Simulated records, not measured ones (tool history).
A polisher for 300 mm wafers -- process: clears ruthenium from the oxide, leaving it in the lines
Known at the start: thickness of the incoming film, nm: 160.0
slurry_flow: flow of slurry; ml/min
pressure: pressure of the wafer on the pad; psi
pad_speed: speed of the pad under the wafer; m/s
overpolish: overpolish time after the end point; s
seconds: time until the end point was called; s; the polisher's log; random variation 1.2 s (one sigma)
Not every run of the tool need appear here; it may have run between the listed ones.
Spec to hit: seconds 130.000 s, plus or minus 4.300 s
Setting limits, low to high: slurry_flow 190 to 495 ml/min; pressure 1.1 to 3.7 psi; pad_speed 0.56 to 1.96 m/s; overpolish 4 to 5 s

| run | hour | slurry_flow | pressure | pad_speed | overpolish | seconds |
|---|---|---|---|---|---|---|
| 1 | 0.0 | 320 | 2.4 | 1.26 | 5 | 83.248 |
| 2 | 6.0 | 320 | 2.2 | 1.26 | 5 | 88.539 |
| 3 | 12.5 | 320 | 2.0 | 1.26 | 5 | 97.479 |
| 4 | 15.4 | 320 | 1.9 | 1.26 | 5 | 99.442 |
| 5 | 22.8 | 320 | 1.8 | 1.26 | 5 | 107.550 |
| 6 | 25.3 | 320 | 2.1 | 1.26 | 5 | 92.420 |
| 7 | 33.9 | 320 | 2.0 | 1.26 | 5 | 95.076 |
| 8 | 40.6 | 320 | 1.9 | 1.26 | 5 | 102.000 |

4 next moves are on the table. One of them brings every result within its allowed miss. Which?
| A | 47.3 | 305 | 2.3 | 1.28 | 4 | ? |
| B | 47.3 | 355 | 2.0 | 1.48 | 5 | ? |
| C | 47.3 | 340 | 1.7 | 1.04 | 4 | ? |
| D | 47.3 | 325 | 1.4 | 1.08 | 5 | ? |

| move | seconds |
|---|---|
| A | 83.512 |
| B | 80.658 |
| C | 130.610 |
| D | 148.070 |
A: lands further from the targets than the last run did
B: lands further from the targets than the last run did
C: meets every target
D: takes the result that was furthest off past its target
So the answer is move C, the one that meets all the targets.
